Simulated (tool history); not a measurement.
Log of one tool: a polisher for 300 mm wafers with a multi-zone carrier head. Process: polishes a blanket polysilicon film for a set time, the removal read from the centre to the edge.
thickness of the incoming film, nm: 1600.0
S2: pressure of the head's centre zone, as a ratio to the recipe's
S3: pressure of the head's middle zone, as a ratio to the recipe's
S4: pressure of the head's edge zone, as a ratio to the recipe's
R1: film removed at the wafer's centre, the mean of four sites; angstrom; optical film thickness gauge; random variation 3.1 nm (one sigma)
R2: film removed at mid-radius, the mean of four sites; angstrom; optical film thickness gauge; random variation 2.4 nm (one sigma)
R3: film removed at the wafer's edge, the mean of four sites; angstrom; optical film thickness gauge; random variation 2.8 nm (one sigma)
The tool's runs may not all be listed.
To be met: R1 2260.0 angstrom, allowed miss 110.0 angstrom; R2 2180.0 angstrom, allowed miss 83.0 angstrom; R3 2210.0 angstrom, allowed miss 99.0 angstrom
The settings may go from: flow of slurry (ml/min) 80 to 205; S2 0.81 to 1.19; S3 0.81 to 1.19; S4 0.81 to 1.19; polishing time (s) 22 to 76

Run 1, hour 0.0: flow of slurry (ml/min) 135, S2 1.00, S3 1.00, S4 1.00, polishing time (s) 49. Result: R1 4028.1 angstrom, R2 4258.2 angstrom, R3 4439.3 angstrom.
Run 2, hour 5.1: flow of slurry (ml/min) 135, S2 1.00, S3 0.93, S4 1.00, polishing time (s) 49. Result: R1 4244.7 angstrom, R2 4056.8 angstrom, R3 4331.8 angstrom.
Run 3, hour 12.7: flow of slurry (ml/min) 130, S2 0.98, S3 0.92, S4 0.96, polishing time (s) 43. Result: R1 3516.3 angstrom, R2 3494.4 angstrom, R3 3677.7 angstrom.
Run 4, hour 16.8: flow of slurry (ml/min) 130, S2 0.90, S3 0.92, S4 0.96, polishing time (s) 43. Result: R1 3343.4 angstrom, R2 3441.5 angstrom, R3 3792.6 angstrom.
Run 5, hour 20.3: flow of slurry (ml/min) 125, S2 0.92, S3 0.91, S4 0.93, polishing time (s) 39. Result: R1 2981.2 angstrom, R2 3112.8 angstrom, R3 3266.0 angstrom.
Run 6, hour 26.0: flow of slurry (ml/min) 125, S2 0.92, S3 0.91, S4 0.86, polishing time (s) 39. Result: R1 2923.7 angstrom, R2 3137.9 angstrom, R3 3208.7 angstrom.
Run 7, hour 27.0: flow of slurry (ml/min) 120, S2 0.94, S3 0.89, S4 0.85, polishing time (s) 36. Result: R1 2785.0 angstrom, R2 2817.8 angstrom, R3 2891.7 angstrom.
Run 8, hour 29.4: flow of slurry (ml/min) 115, S2 0.95, S3 0.88, S4 0.84, polishing time (s) 34. Result: R1 2557.7 angstrom, R2 2544.2 angstrom, R3 2673.0 angstrom.
Run 9, hour 38.1: flow of slurry (ml/min) 100, S2 1.03, S3 0.93, S4 0.81, polishing time (s) 27. Result: R1 2110.2 angstrom, R2 2063.2 angstrom, R3 2107.5 angstrom.
Run 10, hour 47.1: flow of slurry (ml/min) 105, S2 1.03, S3 0.93, S4 0.81, polishing time (s) 27. Result: R1 2164.0 angstrom, R2 2051.3 angstrom, R3 2086.3 angstrom.
Run 11, hour 54.7: flow of slurry (ml/min) 110, S2 1.02, S3 0.93, S4 0.82, polishing time (s) 27. Result: R1 2143.8 angstrom, R2 2112.0 angstrom, R3 2091.9 angstrom.

4 next moves are on the table. One of them brings every result within its allowed miss. Which?
Run A, hour 62.3: flow of slurry (ml/min) 80, S2 0.90, S3 0.93, S4 0.93, polishing time (s) 32. Result: R1 ?, R2 ?, R3 ?.
Run B, hour 62.3: flow of slurry (ml/min) 100, S2 1.19, S3 0.90, S4 0.86, polishing time (s) 27. Result: R1 ?, R2 ?, R3 ?.
Run C, hour 62.3: flow of slurry (ml/min) 125, S2 0.99, S3 1.03, S4 0.83, polishing time (s) 25. Result: R1 ?, R2 ?, R3 ?.
Run D, hour 62.3: flow of slurry (ml/min) 115, S2 1.02, S3 0.92, S4 0.84, polishing time (s) 28. Result: R1 ?, R2 ?, R3 ?.

move      R1      R2      R3
   A  2012.7  2212.0  2488.2
   B  2418.1  1983.5  2142.0
   C  2038.9  2157.0  2038.2
   D  2286.2  2181.2  2262.4
A: takes the result that was furthest off past its target
B: brings the result that was furthest off to its target, and leaves another outside
C: further off than the last run
D: meets every target
The right move is D.

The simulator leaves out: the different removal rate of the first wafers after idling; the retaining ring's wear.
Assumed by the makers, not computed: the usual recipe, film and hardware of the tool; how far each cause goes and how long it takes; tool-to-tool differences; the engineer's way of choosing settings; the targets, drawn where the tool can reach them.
